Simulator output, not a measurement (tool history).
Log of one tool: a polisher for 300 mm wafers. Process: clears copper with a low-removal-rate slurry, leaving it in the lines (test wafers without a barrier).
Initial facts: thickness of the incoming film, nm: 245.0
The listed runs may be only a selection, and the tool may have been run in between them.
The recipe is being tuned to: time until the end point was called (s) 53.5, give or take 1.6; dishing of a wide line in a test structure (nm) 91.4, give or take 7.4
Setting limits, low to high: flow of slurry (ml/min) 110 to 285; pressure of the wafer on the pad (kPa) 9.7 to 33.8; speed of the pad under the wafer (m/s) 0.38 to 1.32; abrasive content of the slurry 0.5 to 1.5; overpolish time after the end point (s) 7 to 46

run  hour  flow of slurry (ml/min)  pressure of the wafer on the pad (kPa)  speed of the pad under the wafer (m/s)  abrasive content of the slurry  overpolish time after the end point (s)  time until the end point was called (s)  dishing of a wide line in a test structure (nm)
  1     0                      180                                    21.4                                    0.84                               1                                       24                                    82.03                                           47.907
  2   7.5                      180                                    21.4                                    0.84                               1                                       31                                   82.228                                           57.225
  3  12.9                      185                                    22.8                                    0.84                               1                                       32                                   78.064                                           63.356
  4  21.2                      220                                    22.8                                    0.84                               1                                       32                                   76.638                                           63.303
  5  22.7                      220                                    24.1                                    0.84                               1                                       32                                   71.711                                           64.084
  6    29                      240                                    24.1                                    0.84                               1                                       32                                   71.887                                            66.26
  7    32                      240                                    25.5                                    0.84                               1                                       33                                    66.83                                           69.389
  8  38.6                      240                                    26.2                                    0.84                               1                                       34                                   65.853                                           70.931
  9  45.2                      240                                    26.9                                    0.84                               1                                       35                                   63.871                                            73.61
 10  46.2                      240                                    27.6                                    0.84                               1                                       36                                   61.664                                           77.898
 11  48.4                      255                                      31                                    0.84                               1                                       38                                   55.145                                           87.378

Which of these 5 next moves meets every target?
  A  50.6                      285                                    27.6                                    0.88                            1.35                                       32                                        ?                                                ?
  B  50.6                      250                                    26.9                                    1.08                            1.05                                       44                                        ?                                                ?
  C  50.6                      170                                    27.6                                    1.06                             0.9                                       39                                        ?                                                ?
  D  50.6                      270                                    33.8                                    0.84                            0.95                                       35                                        ?                                                ?
  E  50.6                      235                                    29.6                                     0.8                            1.25                                       32                                        ?                                                ?

move  time until the end point was called (s)  dishing of a wide line in a test structure (nm)
   A                                   55.365                                           79.529
   B                                    52.96                                            95.76
   C                                   56.219                                           88.019
   D                                   50.644                                           90.062
   E                                   56.659                                           79.076
A: further off than the last run
B: in spec on every target
C: further off than the last run
D: takes the result that was furthest off past its target
E: further off than the last run
B meets every target.
